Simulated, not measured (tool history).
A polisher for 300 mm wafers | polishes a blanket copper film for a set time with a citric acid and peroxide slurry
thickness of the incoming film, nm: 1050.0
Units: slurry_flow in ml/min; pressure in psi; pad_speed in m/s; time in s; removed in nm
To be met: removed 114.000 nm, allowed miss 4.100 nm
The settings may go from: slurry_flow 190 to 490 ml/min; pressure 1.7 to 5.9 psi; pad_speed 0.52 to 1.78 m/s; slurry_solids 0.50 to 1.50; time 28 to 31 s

{"run": 1, "hour": 0.0, "slurry_flow": 315, "pressure": 3.8, "pad_speed": 1.14, "slurry_solids": 1.0, "time": 31, "removed": 87.525}
{"run": 2, "hour": 2.9, "slurry_flow": 315, "pressure": 3.8, "pad_speed": 0.94, "slurry_solids": 1.0, "time": 31, "removed": 76.041}
{"run": 3, "hour": 3.9, "slurry_flow": 265, "pressure": 3.8, "pad_speed": 0.94, "slurry_solids": 1.0, "time": 31, "removed": 74.144}
{"run": 4, "hour": 9.6, "slurry_flow": 265, "pressure": 4.2, "pad_speed": 0.94, "slurry_solids": 1.0, "time": 31, "removed": 80.957}
{"run": 5, "hour": 11.3, "slurry_flow": 265, "pressure": 3.8, "pad_speed": 0.94, "slurry_solids": 1.0, "time": 31, "removed": 73.844}
{"run": 6, "hour": 18.8, "slurry_flow": 270, "pressure": 4.2, "pad_speed": 0.94, "slurry_solids": 1.0, "time": 31, "removed": 82.123}
{"run": 7, "hour": 19.8, "slurry_flow": 275, "pressure": 4.5, "pad_speed": 0.94, "slurry_solids": 1.0, "time": 31, "removed": 88.386}
{"run": 8, "hour": 27.6, "slurry_flow": 280, "pressure": 4.7, "pad_speed": 0.94, "slurry_solids": 1.0, "time": 31, "removed": 92.451}
{"run": 9, "hour": 30.5, "slurry_flow": 280, "pressure": 4.9, "pad_speed": 0.94, "slurry_solids": 1.0, "time": 31, "removed": 95.654}
{"run": 10, "hour": 35.0, "slurry_flow": 280, "pressure": 5.1, "pad_speed": 0.94, "slurry_solids": 1.0, "time": 31, "removed": 100.44}
{"run": 11, "hour": 35.8, "slurry_flow": 280, "pressure": 5.1, "pad_speed": 0.94, "slurry_solids": 1.0, "time": 31, "removed": 99.958}
{"run": 12, "hour": 41.7, "slurry_flow": 280, "pressure": 5.2, "pad_speed": 0.94, "slurry_solids": 1.0, "time": 31, "removed": 101.56}

Which of these 4 next moves meets every target?
{"run": "A", "hour": 47.6, "slurry_flow": 345, "pressure": 5.1, "pad_speed": 0.82, "slurry_solids": 1.5, "time": 30, "removed": "?"}
{"run": "B", "hour": 47.6, "slurry_flow": 255, "pressure": 5.9, "pad_speed": 0.98, "slurry_solids": 0.75, "time": 31, "removed": "?"}
{"run": "C", "hour": 47.6, "slurry_flow": 290, "pressure": 5.0, "pad_speed": 1.0, "slurry_solids": 1.05, "time": 31, "removed": "?"}
{"run": "D", "hour": 47.6, "slurry_flow": 305, "pressure": 4.7, "pad_speed": 1.04, "slurry_solids": 1.1, "time": 30, "removed": "?"}

move=A removed=97.222
move=B removed=113.250
move=C removed=103.900
move=D removed=98.367
A: further off than the last run
B: meets every target
C: nearer than the last run, and not there yet
D: further off than the last run
The right move is B.

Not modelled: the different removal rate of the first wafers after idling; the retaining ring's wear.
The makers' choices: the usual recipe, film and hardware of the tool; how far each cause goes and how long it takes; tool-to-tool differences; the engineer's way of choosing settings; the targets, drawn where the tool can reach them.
